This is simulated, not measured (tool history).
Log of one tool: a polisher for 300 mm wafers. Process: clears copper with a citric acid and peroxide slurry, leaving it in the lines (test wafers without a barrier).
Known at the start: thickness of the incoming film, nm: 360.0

run  hour  flow of slurry (ml/min)  pressure of the wafer on the pad (kPa)  speed of the pad under the wafer (m/s)  abrasive content of the slurry  overpolish time after the end point (s)  time until the end point was called (s)  dishing of a wide line in a test structure (Å)
  1   0.0                      300                                    26.2                                    1.08                             1.0                                       27                                   101.99                                          580.54
  2   3.7                      300                                    21.4                                    1.08                             1.0                                       27                                   113.82                                          502.27
  3   5.7                      300                                    22.8                                    1.10                             1.0                                       25                                   109.25                                          490.26
  4   8.8                      300                                    24.1                                    1.12                             1.0                                       24                                   104.04                                          492.63
  5  14.3                      300                                    24.1                                    1.12                             0.9                                       24                                   102.47                                          485.02
  6  18.0                      300                                    24.1                                    1.12                             0.9                                       33                                   105.89                                          575.28

The next listed run, before its measurement:
  7  18.9                      300                                    24.8                                    1.14                             0.9                                       31                                        ?                                               ?

{"run 7": {"time until the end point was called (s)": 100.71, "dishing of a wide line in a test structure (Å)": 601.47}}
